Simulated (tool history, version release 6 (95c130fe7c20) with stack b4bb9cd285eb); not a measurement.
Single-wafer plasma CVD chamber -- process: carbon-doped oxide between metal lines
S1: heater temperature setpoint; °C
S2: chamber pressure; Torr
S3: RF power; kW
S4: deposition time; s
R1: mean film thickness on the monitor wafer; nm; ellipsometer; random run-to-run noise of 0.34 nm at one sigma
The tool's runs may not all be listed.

run 1 day=0 | S1=360 S2=5.86 S3=0.57 S4=13.1 | R1=75.421
run 2 day=0.088 | S1=364 S2=5.86 S3=0.57 S4=13.1 | R1=74.503
run 3 day=0.188 | S1=371 S2=5.86 S3=0.57 S4=13.1 | R1=73.306
run 4 day=0.371 | S1=371 S2=5.78 S3=0.555 S4=13.1 | R1=72.208
run 5 day=0.704 | S1=371 S2=5.78 S3=0.48 S4=13.1 | R1=64.41
run 6 day=0.954 | S1=371 S2=5.78 S3=0.52 S4=13.1 | R1=68.338
run 7 day=0.983 | S1=371 S2=5.78 S3=0.52 S4=13.1 | R1=68.792
run 8 day=1.175 | S1=371 S2=5.74 S3=0.51 S4=13.1 | R1=68.23
run 9 day=1.358 | S1=371 S2=5.74 S3=0.5 S4=13.1 | R1=67.14
run 10 day=1.471 | S1=371 S2=5.73 S3=0.495 S4=13.1 | R1=66.784
run 11 day=1.621 | S1=376 S2=4.95 S3=0.43 S4=13 | R1=56.128

Run 12, settings as shown, results not yet in. Your forecast:
run 12 day=1.883 | S1=375 S2=5.04 S3=0.43 S4=13 | R1=?

R1: 56.901 nm
